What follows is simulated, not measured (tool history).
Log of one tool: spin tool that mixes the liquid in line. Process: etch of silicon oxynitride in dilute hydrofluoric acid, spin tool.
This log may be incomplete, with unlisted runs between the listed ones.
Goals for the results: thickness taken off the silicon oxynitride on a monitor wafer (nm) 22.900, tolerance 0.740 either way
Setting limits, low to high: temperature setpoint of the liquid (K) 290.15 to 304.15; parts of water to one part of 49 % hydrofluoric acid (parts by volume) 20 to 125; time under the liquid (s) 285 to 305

run	day	temperature setpoint of the liquid (K)	parts of water to one part of 49 % hydrofluoric acid (parts by volume)	time under the liquid (s)	thickness taken off the silicon oxynitride on a monitor wafer (nm)
1	0.000	296.15	70	285	12.520
2	0.208	298.15	65	285	14.917
3	0.575	298.15	65	305	15.876
4	0.625	294.65	65	305	13.369
5	0.979	296.65	65	305	14.866
6	1.129	294.15	65	305	13.212
7	1.300	296.15	65	305	14.296
8	1.467	298.15	65	305	16.126
9	1.604	302.15	65	305	19.235
10	1.796	302.65	65	305	20.294
11	2.171	303.15	65	305	20.308

5 next moves are on the table. One of them brings every result within its allowed miss. Which?
A	2.546	303.65	55	285	?
B	2.546	302.65	70	295	?
C	2.546	302.15	70	305	?
D	2.546	301.65	55	285	?
E	2.546	304.15	65	295	?

move	thickness taken off the silicon oxynitride on a monitor wafer (nm)
A	22.892
B	17.508
C	17.682
D	20.823
E	20.321
A: all results in spec
B: the biggest miss grows against the last run
C: the biggest miss grows against the last run
D: gains on the last run, yet a result remains outside its allowed miss
E: just as far off the targets as the last run
Answer: A
